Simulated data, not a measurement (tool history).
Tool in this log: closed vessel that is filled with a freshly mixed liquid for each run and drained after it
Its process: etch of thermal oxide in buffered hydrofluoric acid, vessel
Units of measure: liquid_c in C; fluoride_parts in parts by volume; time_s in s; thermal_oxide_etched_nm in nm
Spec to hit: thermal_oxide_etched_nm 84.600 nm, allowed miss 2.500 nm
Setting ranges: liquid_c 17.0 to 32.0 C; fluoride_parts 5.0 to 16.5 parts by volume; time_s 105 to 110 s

Run 1, day 0.000: liquid_c 24.0 C, fluoride_parts 10.0 parts by volume, time_s 105 s. Result: thermal_oxide_etched_nm 119.910 nm.
Run 2, day 0.183: liquid_c 24.0 C, fluoride_parts 10.0 parts by volume, time_s 105 s. Result: thermal_oxide_etched_nm 120.480 nm.
Run 3, day 0.362: liquid_c 24.0 C, fluoride_parts 10.0 parts by volume, time_s 110 s. Result: thermal_oxide_etched_nm 128.170 nm.
Run 4, day 0.412: liquid_c 24.0 C, fluoride_parts 10.0 parts by volume, time_s 110 s. Result: thermal_oxide_etched_nm 127.070 nm.
Run 5, day 0.521: liquid_c 22.0 C, fluoride_parts 10.0 parts by volume, time_s 110 s. Result: thermal_oxide_etched_nm 112.450 nm.
Run 6, day 0.808: liquid_c 18.5 C, fluoride_parts 10.0 parts by volume, time_s 110 s. Result: thermal_oxide_etched_nm 92.299 nm.
Run 7, day 0.892: liquid_c 18.0 C, fluoride_parts 10.0 parts by volume, time_s 110 s. Result: thermal_oxide_etched_nm 90.236 nm.
Run 8, day 0.988: liquid_c 17.5 C, fluoride_parts 10.0 parts by volume, time_s 110 s. Result: thermal_oxide_etched_nm 88.887 nm.

Which single option among these 5 for the next run brings every result within its allowed miss of target? Just one does.
Run A, day 1.083: liquid_c 17.0 C, fluoride_parts 9.5 parts by volume, time_s 105 s. Result: thermal_oxide_etched_nm ?.
Run B, day 1.083: liquid_c 21.0 C, fluoride_parts 12.0 parts by volume, time_s 110 s. Result: thermal_oxide_etched_nm ?.
Run C, day 1.083: liquid_c 17.0 C, fluoride_parts 10.5 parts by volume, time_s 105 s. Result: thermal_oxide_etched_nm ?.
Run D, day 1.083: liquid_c 18.5 C, fluoride_parts 9.0 parts by volume, time_s 105 s. Result: thermal_oxide_etched_nm ?.
Run E, day 1.083: liquid_c 21.0 C, fluoride_parts 11.5 parts by volume, time_s 110 s. Result: thermal_oxide_etched_nm ?.

move  thermal_oxide_etched_nm
   A                   84.471
   B                   89.853
   C                   77.984
   D                   95.171
   E                   93.669
A: every result within its allowed miss
B: misses by more than the last run did
C: moves the result that the last run missed by most past its target, out the other side
D: misses by more than the last run did
E: misses by more than the last run did
A meets every target.
